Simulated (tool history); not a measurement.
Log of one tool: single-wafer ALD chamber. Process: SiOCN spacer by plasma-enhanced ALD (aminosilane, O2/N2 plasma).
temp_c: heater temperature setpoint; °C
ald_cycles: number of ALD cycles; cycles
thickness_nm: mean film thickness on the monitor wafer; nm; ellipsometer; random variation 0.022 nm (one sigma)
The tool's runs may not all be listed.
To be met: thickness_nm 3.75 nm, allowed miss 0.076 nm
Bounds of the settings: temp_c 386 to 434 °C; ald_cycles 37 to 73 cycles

Run 1, day 0: temp_c 410 °C, ald_cycles 55 cycles. Result: thickness_nm 3.35 nm.
Run 2, day 0.2: temp_c 410 °C, ald_cycles 60 cycles. Result: thickness_nm 3.6451 nm.
Run 3, day 0.229: temp_c 418 °C, ald_cycles 60 cycles. Result: thickness_nm 3.5664 nm.
Run 4, day 0.533: temp_c 410 °C, ald_cycles 60 cycles. Result: thickness_nm 3.6379 nm.
Run 5, day 0.567: temp_c 416 °C, ald_cycles 60 cycles. Result: thickness_nm 3.6052 nm.
Run 6, day 0.908: temp_c 416 °C, ald_cycles 56 cycles. Result: thickness_nm 3.3562 nm.
Run 7, day 1.062: temp_c 413 °C, ald_cycles 57 cycles. Result: thickness_nm 3.4499 nm.
Run 8, day 1.396: temp_c 411 °C, ald_cycles 58 cycles. Result: thickness_nm 3.5355 nm.
Run 9, day 1.462: temp_c 409 °C, ald_cycles 59 cycles. Result: thickness_nm 3.6265 nm.
Run 10, day 1.525: temp_c 408 °C, ald_cycles 59 cycles. Result: thickness_nm 3.6033 nm.
Run 11, day 1.883: temp_c 407 °C, ald_cycles 60 cycles. Result: thickness_nm 3.7175 nm.

5 next moves are on the table. One of them brings every result within its allowed miss. Which?
Run A, day 2.242: temp_c 413 °C, ald_cycles 59 cycles. Result: thickness_nm ?.
Run B, day 2.242: temp_c 407 °C, ald_cycles 59 cycles. Result: thickness_nm ?.
Run C, day 2.242: temp_c 403 °C, ald_cycles 61 cycles. Result: thickness_nm ?.
Run D, day 2.242: temp_c 413 °C, ald_cycles 60 cycles. Result: thickness_nm ?.
Run E, day 2.242: temp_c 411 °C, ald_cycles 58 cycles. Result: thickness_nm ?.

move  thickness_nm
   A        3.5451
   B        3.6057
   C        3.7696
   D        3.6052
   E        3.5049
A: further off than the last run
B: further off than the last run
C: meets every target
D: further off than the last run
E: further off than the last run
Answer: C
